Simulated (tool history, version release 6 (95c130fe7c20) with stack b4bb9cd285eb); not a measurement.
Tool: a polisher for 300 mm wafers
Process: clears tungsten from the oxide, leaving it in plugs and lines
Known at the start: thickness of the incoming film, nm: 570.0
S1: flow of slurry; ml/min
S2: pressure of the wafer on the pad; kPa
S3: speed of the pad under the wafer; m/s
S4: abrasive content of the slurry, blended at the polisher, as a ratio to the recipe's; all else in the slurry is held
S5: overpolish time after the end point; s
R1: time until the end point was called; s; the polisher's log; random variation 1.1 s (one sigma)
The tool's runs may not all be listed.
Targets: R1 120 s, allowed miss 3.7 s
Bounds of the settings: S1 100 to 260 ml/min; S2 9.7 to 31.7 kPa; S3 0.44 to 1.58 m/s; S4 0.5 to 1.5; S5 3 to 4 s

run	hour	S1	S2	S3	S4	S5	R1
1	0	165	20.7	1	1	4	127.96
2	6.2	165	17.2	1	1	4	146.98
3	8	165	17.2	0.8	1	4	183.48
4	13.2	140	17.2	0.8	1	4	188.4
5	20.3	145	18.6	0.8	1	4	175
6	23.2	150	20	0.8	1	4	165.12
7	29.1	155	20.7	0.8	1	4	159.14
8	31.9	160	21.4	0.8	1	4	153.64
9	37.5	165	22.1	0.8	1	4	149.36
10	38.6	165	22.8	0.8	1	4	145.5
11	43.2	165	23.4	0.8	1	4	142.1
12	47.4	165	24.1	0.8	1	4	137.16
13	54.3	170	24.8	0.8	1	4	137.15
14	56.9	170	25.5	0.8	1	4	131.55
15	64.1	175	26.9	0.8	1	4	127.05

Which of these 5 next moves meets every target?
A	71.3	215	26.9	0.84	0.7	4	?
B	71.3	190	26.2	0.76	1.05	4	?
C	71.3	125	28.3	0.82	1.15	4	?
D	71.3	180	27.6	0.9	0.95	3	?
E	71.3	155	26.2	0.92	1.1	3	?

move	R1
A	129.19
B	131.39
C	120.72
D	110.87
E	111.57
A: further off than the last run
B: further off than the last run
C: meets every target
D: takes the result that was furthest off past its target
E: takes the result that was furthest off past its target
The right move is C.
